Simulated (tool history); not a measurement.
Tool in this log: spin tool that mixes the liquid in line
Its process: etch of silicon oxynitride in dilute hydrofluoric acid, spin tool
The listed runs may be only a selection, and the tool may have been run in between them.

| run | hour | temperature setpoint of the liquid (C) | parts of water to one part of 49 % hydrofluoric acid (parts by volume) | time under the liquid (s) | thickness taken off the silicon oxynitride on a monitor wafer (Å) |
|---|---|---|---|---|---|
| 1 | 0.0 | 23 | 110 | 315 | 112.840 |
| 2 | 6.2 | 23 | 145 | 315 | 84.546 |
| 3 | 11.9 | 23 | 145 | 335 | 89.465 |
| 4 | 16.7 | 23 | 180 | 335 | 69.575 |
| 5 | 22.2 | 23 | 195 | 335 | 64.285 |
| 6 | 31.1 | 24 | 180 | 335 | 73.434 |
| 7 | 34.6 | 25 | 165 | 335 | 84.134 |

Estimate the outcome of run 8 from the log above:
| 8 | 43.0 | 26 | 150 | 335 | ? |

Run 8 produced thickness taken off the silicon oxynitride on a monitor wafer (Å) 98.663.
